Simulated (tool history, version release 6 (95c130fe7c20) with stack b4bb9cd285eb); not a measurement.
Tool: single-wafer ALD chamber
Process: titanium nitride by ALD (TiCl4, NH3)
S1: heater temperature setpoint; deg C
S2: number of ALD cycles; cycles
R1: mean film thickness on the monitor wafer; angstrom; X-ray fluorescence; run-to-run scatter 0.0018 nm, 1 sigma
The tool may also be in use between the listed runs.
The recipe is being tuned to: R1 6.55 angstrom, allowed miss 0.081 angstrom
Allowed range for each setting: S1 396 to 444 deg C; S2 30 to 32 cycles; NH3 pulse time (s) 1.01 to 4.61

Run 1, hour 0: S1 420 deg C, S2 32 cycles, NH3 pulse time (s) 2.81. Result: R1 7.0954 angstrom.
Run 2, hour 5.2: S1 420 deg C, S2 32 cycles, NH3 pulse time (s) 3.09. Result: R1 7.1268 angstrom.
Run 3, hour 10.6: S1 417 deg C, S2 31 cycles, NH3 pulse time (s) 2.39. Result: R1 6.8474 angstrom.
Run 4, hour 11.5: S1 416 deg C, S2 31 cycles, NH3 pulse time (s) 2.08. Result: R1 6.7539 angstrom.
Run 5, hour 19.7: S1 416 deg C, S2 31 cycles, NH3 pulse time (s) 2.03. Result: R1 6.7952 angstrom.
Run 6, hour 24: S1 406 deg C, S2 31 cycles, NH3 pulse time (s) 2.03. Result: R1 6.7726 angstrom.
Run 7, hour 26.1: S1 406 deg C, S2 31 cycles, NH3 pulse time (s) 1.92. Result: R1 6.756 angstrom.
Run 8, hour 31.6: S1 406 deg C, S2 31 cycles, NH3 pulse time (s) 1.85. Result: R1 6.7501 angstrom.
At hour 35: thermocouple changed; heater temperature recalibrated.
Run 9, hour 35: S1 406 deg C, S2 31 cycles, NH3 pulse time (s) 1.79. Result: R1 6.7127 angstrom.

Exercise: of the 4 proposed moves below, exactly one satisfies all targets within the stated allowed misses. Which move is it?
Run A, hour 38.4: S1 399 deg C, S2 32 cycles, NH3 pulse time (s) 2.01. Result: R1 ?.
Run B, hour 38.4: S1 399 deg C, S2 32 cycles, NH3 pulse time (s) 2.35. Result: R1 ?.
Run C, hour 38.4: S1 396 deg C, S2 30 cycles, NH3 pulse time (s) 1.96. Result: R1 ?.
Run D, hour 38.4: S1 402 deg C, S2 31 cycles, NH3 pulse time (s) 2.07. Result: R1 ?.

move      R1
   A  6.9793
   B  7.0315
   C  6.5232
   D  6.7781
A: its largest miss is bigger than the last run's
B: its largest miss is bigger than the last run's
C: hits every target within its allowed miss
D: its largest miss is bigger than the last run's
Answer: C

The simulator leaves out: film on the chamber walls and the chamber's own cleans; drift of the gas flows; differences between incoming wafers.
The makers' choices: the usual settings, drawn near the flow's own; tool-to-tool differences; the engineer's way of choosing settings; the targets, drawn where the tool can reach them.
